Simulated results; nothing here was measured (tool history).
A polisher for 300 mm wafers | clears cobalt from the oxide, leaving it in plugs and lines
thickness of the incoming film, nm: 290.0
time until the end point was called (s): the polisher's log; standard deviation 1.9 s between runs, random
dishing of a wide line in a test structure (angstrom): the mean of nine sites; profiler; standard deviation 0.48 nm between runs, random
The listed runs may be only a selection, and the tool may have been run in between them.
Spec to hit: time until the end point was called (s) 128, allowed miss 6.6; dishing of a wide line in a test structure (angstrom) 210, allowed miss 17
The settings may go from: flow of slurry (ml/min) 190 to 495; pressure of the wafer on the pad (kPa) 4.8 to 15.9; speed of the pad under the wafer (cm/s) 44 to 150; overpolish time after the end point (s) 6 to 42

run,hour,flow of slurry (ml/min),pressure of the wafer on the pad (kPa),speed of the pad under the wafer (cm/s),overpolish time after the end point (s),time until the end point was called (s),dishing of a wide line in a test structure (angstrom)
1,0,320,10.3,96,21,75.899,225.62
2,8.6,320,9,94,19,83.403,224.57
3,16.3,275,9,94,19,87.105,217.02
4,20.7,270,8.3,92,19,97.786,216.19
5,22,265,7.6,92,19,101.14,214.31
6,27.2,265,7.6,112,19,86.115,224.91
7,31.3,255,6.9,108,18,94.577,205.92
8,36.7,255,6.2,104,20,106.91,218.01
9,43.6,250,5.5,102,20,116.71,207.8
10,48.1,250,5.5,102,21,115.47,206.2
11,53.8,255,5.5,100,23,118.93,223.74

Which one of the following 5 next-run settings gets every result inside its allowed miss? There is exactly one.
A,59.5,240,5.5,106,21,?,?
B,59.5,305,8.3,82,24,?,?
C,59.5,190,6.2,88,13,?,?
D,59.5,310,4.8,100,21,?,?
E,59.5,190,4.8,108,12,?,?

move,time until the end point was called (s),dishing of a wide line in a test structure (angstrom)
A,113.77,211.86
B,105.53,219.24
C,129.99,173.33
D,128.03,206.96
E,126.7,168.9
A: lands further from the targets than the last run did
B: lands further from the targets than the last run did
C: brings the result that was furthest off to its target, and leaves another outside
D: meets every target
E: brings the result that was furthest off to its target, and leaves another outside
D meets every target.
